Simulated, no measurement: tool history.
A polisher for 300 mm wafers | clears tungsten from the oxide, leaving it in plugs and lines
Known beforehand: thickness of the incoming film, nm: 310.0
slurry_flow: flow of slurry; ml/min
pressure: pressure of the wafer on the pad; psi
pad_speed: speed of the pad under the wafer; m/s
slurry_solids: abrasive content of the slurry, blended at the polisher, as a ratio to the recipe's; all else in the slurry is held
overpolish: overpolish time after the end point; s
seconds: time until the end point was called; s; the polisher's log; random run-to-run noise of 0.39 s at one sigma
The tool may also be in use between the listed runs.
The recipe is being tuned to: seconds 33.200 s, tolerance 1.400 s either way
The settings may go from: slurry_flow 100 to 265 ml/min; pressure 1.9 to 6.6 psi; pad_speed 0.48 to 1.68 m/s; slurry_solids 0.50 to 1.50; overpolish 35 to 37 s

run,hour,slurry_flow,pressure,pad_speed,slurry_solids,overpolish,seconds
1,0.0,170,4.2,1.08,1.00,35,51.360
2,4.1,170,4.5,1.08,1.00,35,47.480
3,7.2,170,5.4,1.08,1.00,35,39.560
4,15.5,170,5.6,1.08,1.00,35,39.031
5,19.3,170,5.8,1.08,1.00,35,37.540
6,21.1,170,5.8,0.82,1.00,35,48.141
7,29.1,170,6.0,0.86,1.00,35,45.612
8,34.2,170,6.1,0.90,1.00,35,42.167

4 candidate next runs follow, results not yet known. Just one meets every target within its allowed miss. Identify it.
A,39.3,175,5.5,0.72,1.00,37,?
B,39.3,125,5.8,1.30,0.85,35,?
C,39.3,155,5.4,0.78,1.10,35,?
D,39.3,195,4.1,0.98,1.20,35,?

move,seconds
A,57.112
B,33.176
C,53.515
D,53.558
A: further off than the last run
B: every result lands within tolerance
C: further off than the last run
D: further off than the last run
Correct choice: B, which meets every target
